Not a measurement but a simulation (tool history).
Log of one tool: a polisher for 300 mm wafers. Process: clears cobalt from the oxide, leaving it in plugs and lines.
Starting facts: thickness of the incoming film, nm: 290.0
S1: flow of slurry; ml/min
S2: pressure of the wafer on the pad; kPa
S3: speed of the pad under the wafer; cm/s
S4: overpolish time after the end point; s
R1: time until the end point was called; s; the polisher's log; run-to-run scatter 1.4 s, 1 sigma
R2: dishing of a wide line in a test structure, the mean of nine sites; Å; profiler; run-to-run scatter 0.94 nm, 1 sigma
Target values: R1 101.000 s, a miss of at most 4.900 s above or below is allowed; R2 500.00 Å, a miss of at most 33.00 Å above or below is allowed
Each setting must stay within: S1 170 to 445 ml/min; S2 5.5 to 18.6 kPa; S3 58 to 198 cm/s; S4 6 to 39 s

{"run": 1, "hour": 0.0, "S1": 285, "S2": 11.7, "S3": 128, "S4": 20, "R1": 68.683, "R2": 470.61}
{"run": 2, "hour": 4.3, "S1": 315, "S2": 11.7, "S3": 128, "S4": 20, "R1": 69.184, "R2": 490.16}
{"run": 3, "hour": 7.0, "S1": 280, "S2": 11.7, "S3": 128, "S4": 20, "R1": 66.84, "R2": 492.57}
{"run": 4, "hour": 8.3, "S1": 325, "S2": 11.7, "S3": 128, "S4": 20, "R1": 68.893, "R2": 495.55}
{"run": 5, "hour": 14.4, "S1": 330, "S2": 11.0, "S3": 128, "S4": 21, "R1": 71.785, "R2": 488.06}
{"run": 6, "hour": 15.9, "S1": 330, "S2": 13.8, "S3": 128, "S4": 21, "R1": 57.579, "R2": 519.17}
{"run": 7, "hour": 18.6, "S1": 330, "S2": 12.4, "S3": 128, "S4": 22, "R1": 63.34, "R2": 524.36}
{"run": 8, "hour": 21.5, "S1": 330, "S2": 12.4, "S3": 128, "S4": 22, "R1": 64.11, "R2": 526.78}
{"run": 9, "hour": 26.0, "S1": 330, "S2": 11.7, "S3": 128, "S4": 23, "R1": 68.637, "R2": 536.06}
{"run": 10, "hour": 33.3, "S1": 330, "S2": 11.0, "S3": 128, "S4": 23, "R1": 72.181, "R2": 480.66}
{"run": 11, "hour": 37.7, "S1": 350, "S2": 11.0, "S3": 122, "S4": 26, "R1": 73.709, "R2": 514.16}
{"run": 12, "hour": 42.6, "S1": 350, "S2": 10.3, "S3": 122, "S4": 27, "R1": 81.042, "R2": 515.99}
{"run": 13, "hour": 47.3, "S1": 350, "S2": 10.3, "S3": 122, "S4": 27, "R1": 79.734, "R2": 505.03}
{"run": 14, "hour": 52.6, "S1": 350, "S2": 9.7, "S3": 122, "S4": 28, "R1": 86.762, "R2": 490.1}
{"run": 15, "hour": 60.0, "S1": 350, "S2": 9.7, "S3": 122, "S4": 29, "R1": 84.735, "R2": 517.87}

Of the 5 settings listed for the next run, only one would bring every result within its allowed miss of target. Which one?
{"run": "A", "hour": 67.4, "S1": 360, "S2": 7.6, "S3": 112, "S4": 26, "R1": "?", "R2": "?"}
{"run": "B", "hour": 67.4, "S1": 395, "S2": 8.3, "S3": 118, "S4": 25, "R1": "?", "R2": "?"}
{"run": "C", "hour": 67.4, "S1": 385, "S2": 9.0, "S3": 108, "S4": 32, "R1": "?", "R2": "?"}
{"run": "D", "hour": 67.4, "S1": 345, "S2": 9.0, "S3": 122, "S4": 23, "R1": "?", "R2": "?"}
{"run": "E", "hour": 67.4, "S1": 360, "S2": 11.0, "S3": 114, "S4": 32, "R1": "?", "R2": "?"}

move=A R1=113.870 R2=432.13
move=B R1=99.007 R2=453.43
move=C R1=100.050 R2=501.65
move=D R1=89.603 R2=456.40
move=E R1=78.074 R2=542.23
A: takes the biggest miss from the last run beyond its target
B: gets the furthest-off result to its target, but another result is out of tolerance
C: every result lands within tolerance
D: closer than the last run, but not yet in spec
E: further off than the last run
C meets every target.
